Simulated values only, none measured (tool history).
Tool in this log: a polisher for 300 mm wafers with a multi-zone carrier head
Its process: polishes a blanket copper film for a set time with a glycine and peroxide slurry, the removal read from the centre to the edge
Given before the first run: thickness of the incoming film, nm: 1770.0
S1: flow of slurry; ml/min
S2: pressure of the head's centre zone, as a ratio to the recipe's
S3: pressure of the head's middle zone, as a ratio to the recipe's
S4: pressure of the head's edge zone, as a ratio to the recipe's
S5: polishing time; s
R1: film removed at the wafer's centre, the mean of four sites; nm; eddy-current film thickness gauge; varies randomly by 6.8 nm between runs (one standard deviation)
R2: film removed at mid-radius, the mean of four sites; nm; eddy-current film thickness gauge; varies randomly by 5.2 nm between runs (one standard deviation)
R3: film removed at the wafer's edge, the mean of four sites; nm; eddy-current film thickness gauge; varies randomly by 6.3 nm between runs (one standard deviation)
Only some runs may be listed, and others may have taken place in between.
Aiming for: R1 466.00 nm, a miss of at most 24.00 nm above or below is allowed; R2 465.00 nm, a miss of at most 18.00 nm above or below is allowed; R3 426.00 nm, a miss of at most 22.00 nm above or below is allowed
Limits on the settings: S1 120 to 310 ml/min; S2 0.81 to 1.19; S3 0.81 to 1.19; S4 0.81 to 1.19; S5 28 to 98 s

{"run": 1, "hour": 0.0, "S1": 200, "S2": 1.0, "S3": 1.0, "S4": 1.0, "S5": 63, "R1": 294.68, "R2": 293.95, "R3": 294.69}
{"run": 2, "hour": 4.9, "S1": 205, "S2": 1.02, "S3": 1.03, "S4": 1.01, "S5": 67, "R1": 318.83, "R2": 332.46, "R3": 322.88}
{"run": 3, "hour": 8.3, "S1": 215, "S2": 1.05, "S3": 1.04, "S4": 1.02, "S5": 70, "R1": 336.92, "R2": 350.98, "R3": 341.54}
{"run": 4, "hour": 9.1, "S1": 215, "S2": 1.07, "S3": 1.04, "S4": 1.0, "S5": 73, "R1": 360.95, "R2": 356.4, "R3": 344.49}
{"run": 5, "hour": 15.4, "S1": 215, "S2": 1.07, "S3": 1.08, "S4": 1.0, "S5": 73, "R1": 374.38, "R2": 367.31, "R3": 350.64}
{"run": 6, "hour": 23.3, "S1": 255, "S2": 1.07, "S3": 1.08, "S4": 1.0, "S5": 73, "R1": 375.31, "R2": 377.09, "R3": 347.55}
{"run": 7, "hour": 25.8, "S1": 255, "S2": 1.08, "S3": 1.09, "S4": 1.01, "S5": 75, "R1": 384.63, "R2": 390.91, "R3": 361.42}
{"run": 8, "hour": 33.8, "S1": 255, "S2": 1.09, "S3": 1.1, "S4": 1.01, "S5": 77, "R1": 403.91, "R2": 400.17, "R3": 372.17}
{"run": 9, "hour": 37.1, "S1": 255, "S2": 1.09, "S3": 1.11, "S4": 1.01, "S5": 79, "R1": 414.37, "R2": 420.57, "R3": 385.22}
{"run": 10, "hour": 40.5, "S1": 255, "S2": 1.09, "S3": 1.11, "S4": 1.01, "S5": 79, "R1": 408.62, "R2": 426.11, "R3": 374.35}

Pick the move, out of 4, that brings all results within their allowed miss; only one does.
{"run": "A", "hour": 43.9, "S1": 270, "S2": 1.15, "S3": 1.15, "S4": 0.94, "S5": 74, "R1": "?", "R2": "?", "R3": "?"}
{"run": "B", "hour": 43.9, "S1": 295, "S2": 1.14, "S3": 1.13, "S4": 1.06, "S5": 85, "R1": "?", "R2": "?", "R3": "?"}
{"run": "C", "hour": 43.9, "S1": 215, "S2": 0.84, "S3": 0.89, "S4": 1.19, "S5": 86, "R1": "?", "R2": "?", "R3": "?"}
{"run": "D", "hour": 43.9, "S1": 240, "S2": 1.05, "S3": 0.91, "S4": 1.13, "S5": 85, "R1": "?", "R2": "?", "R3": "?"}

move=A R1=404.55 R2=401.74 R3=344.37
move=B R1=465.52 R2=458.44 R3=422.04
move=C R1=347.94 R2=366.88 R3=443.00
move=D R1=422.45 R2=373.81 R3=430.24
A: the biggest miss grows against the last run
B: all results land within tolerance of their targets
C: the biggest miss grows against the last run
D: the biggest miss grows against the last run
So the answer is move B, the one that meets all the targets.
